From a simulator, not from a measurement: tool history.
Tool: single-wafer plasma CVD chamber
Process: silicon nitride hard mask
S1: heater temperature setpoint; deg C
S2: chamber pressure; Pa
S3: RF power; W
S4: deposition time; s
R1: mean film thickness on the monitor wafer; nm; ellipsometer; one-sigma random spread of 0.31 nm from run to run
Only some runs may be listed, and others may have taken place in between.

run,hour,S1,S2,S3,S4,R1
1,0,415,184,330,43.8,54.979
2,5.4,415,184,330,41.5,52.13
3,13.7,415,184,330,43.8,54.969
4,21.1,415,193,335,43.8,56.007
5,25,415,201,345,43.8,57.951
6,28.4,415,184,345,43.8,56.284
7,33.6,415,193,350,43.8,58.028
8,41.5,415,201,355,43.8,58.995

Predict the results of run 9:
9,43.8,415,208,360,43.8,?

{"run 9": {"R1": 60.456}}
